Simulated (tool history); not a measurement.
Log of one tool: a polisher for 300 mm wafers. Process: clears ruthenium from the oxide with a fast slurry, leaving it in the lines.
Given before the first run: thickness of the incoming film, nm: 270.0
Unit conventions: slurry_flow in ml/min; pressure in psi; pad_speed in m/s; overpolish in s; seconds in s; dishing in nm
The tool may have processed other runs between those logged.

run	day	slurry_flow	pressure	pad_speed	slurry_solids	overpolish	seconds	dishing
1	0	260	3.3	1.16	1	15	51.819	67.866
2	0.296	265	3	1.12	1	13	58.443	54.476
3	0.35	325	3	1.12	1	13	58.396	55.023
4	0.542	325	3	1.12	0.9	13	60.219	53.588
5	0.729	325	3	1.02	0.9	13	63.51	50.303
6	0.896	325	3	1.02	0.9	17	64.744	63.086
7	1.188	325	2.8	0.98	0.9	15	71.507	52.443
8	1.55	325	2.7	0.96	0.9	13	74.744	43.929

Estimate the outcome of run 9 from the log above:
9	1.679	325	2.6	0.96	0.9	12	?	?

{"run 9": {"seconds": 77.864, "dishing": 39.256}}

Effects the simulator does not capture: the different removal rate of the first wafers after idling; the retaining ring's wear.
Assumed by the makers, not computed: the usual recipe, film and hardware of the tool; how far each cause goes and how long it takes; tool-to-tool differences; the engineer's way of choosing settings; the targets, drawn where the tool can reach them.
